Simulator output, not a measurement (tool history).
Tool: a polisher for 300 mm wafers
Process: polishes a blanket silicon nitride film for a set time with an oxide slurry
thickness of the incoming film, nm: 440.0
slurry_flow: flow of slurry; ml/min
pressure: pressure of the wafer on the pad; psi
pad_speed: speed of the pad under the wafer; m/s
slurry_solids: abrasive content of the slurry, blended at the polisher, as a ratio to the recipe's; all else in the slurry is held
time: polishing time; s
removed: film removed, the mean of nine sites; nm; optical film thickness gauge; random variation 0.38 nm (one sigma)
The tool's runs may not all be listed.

run	day	slurry_flow	pressure	pad_speed	slurry_solids	time	removed
1	0.000	260	3.0	1.00	1.00	38	22.209
2	0.371	260	3.0	1.00	0.90	38	21.111
3	0.558	260	3.0	1.00	1.10	38	23.465
4	0.746	260	3.6	1.00	1.10	38	27.959
5	0.817	260	3.6	1.00	1.10	34	24.300
6	0.925	260	3.6	1.00	1.25	34	26.161
7	1.004	260	3.7	1.00	1.25	34	26.452

Forecast run 8:
8	1.288	260	3.8	1.02	1.25	34	?

{"run 8": {"removed": 28.0}}

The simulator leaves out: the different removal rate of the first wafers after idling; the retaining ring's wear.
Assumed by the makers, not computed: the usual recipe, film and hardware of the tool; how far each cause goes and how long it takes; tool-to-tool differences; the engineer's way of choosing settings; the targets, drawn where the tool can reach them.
